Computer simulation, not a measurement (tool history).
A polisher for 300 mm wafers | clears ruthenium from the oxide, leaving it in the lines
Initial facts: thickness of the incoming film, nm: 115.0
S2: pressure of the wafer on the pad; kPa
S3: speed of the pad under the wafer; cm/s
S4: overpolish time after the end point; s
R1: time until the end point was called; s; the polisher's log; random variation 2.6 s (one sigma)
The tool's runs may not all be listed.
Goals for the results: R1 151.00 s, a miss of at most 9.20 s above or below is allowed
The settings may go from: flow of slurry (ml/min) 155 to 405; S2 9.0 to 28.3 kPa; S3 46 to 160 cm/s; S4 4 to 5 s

Run 1, hour 0.0: flow of slurry (ml/min) 260, S2 18.6 kPa, S3 102 cm/s, S4 5 s. Result: R1 93.51 s.
Run 2, hour 2.4: flow of slurry (ml/min) 260, S2 17.2 kPa, S3 100 cm/s, S4 5 s. Result: R1 103.56 s.
Run 3, hour 9.3: flow of slurry (ml/min) 260, S2 15.9 kPa, S3 100 cm/s, S4 5 s. Result: R1 110.11 s.
Run 4, hour 16.2: flow of slurry (ml/min) 260, S2 14.5 kPa, S3 100 cm/s, S4 5 s. Result: R1 118.48 s.
Run 5, hour 23.9: flow of slurry (ml/min) 260, S2 13.8 kPa, S3 100 cm/s, S4 5 s. Result: R1 118.64 s.
Run 6, hour 29.9: flow of slurry (ml/min) 260, S2 13.1 kPa, S3 98 cm/s, S4 5 s. Result: R1 128.47 s.
At hour 38.8: worn pad replaced by a new one.
Run 7, hour 38.8: flow of slurry (ml/min) 260, S2 12.4 kPa, S3 98 cm/s, S4 5 s. Result: R1 122.15 s.
Run 8, hour 47.6: flow of slurry (ml/min) 260, S2 11.7 kPa, S3 96 cm/s, S4 5 s. Result: R1 128.33 s.
Run 9, hour 49.6: flow of slurry (ml/min) 260, S2 11.0 kPa, S3 94 cm/s, S4 5 s. Result: R1 134.66 s.

Which single option among these 4 for the next run brings every result within its allowed miss of target? Just one does.
Run A, hour 51.6: flow of slurry (ml/min) 270, S2 9.0 kPa, S3 76 cm/s, S4 5 s. Result: R1 ?.
Run B, hour 51.6: flow of slurry (ml/min) 255, S2 10.3 kPa, S3 90 cm/s, S4 4 s. Result: R1 ?.
Run C, hour 51.6: flow of slurry (ml/min) 240, S2 10.3 kPa, S3 112 cm/s, S4 4 s. Result: R1 ?.
Run D, hour 51.6: flow of slurry (ml/min) 270, S2 9.0 kPa, S3 82 cm/s, S4 5 s. Result: R1 ?.

move      R1
   A  184.33
   B  149.13
   C  127.04
   D  174.50
A: takes the result that was furthest off past its target
B: all results in spec
C: moves away from the targets compared with the last run
D: takes the result that was furthest off past its target
The right move is B.
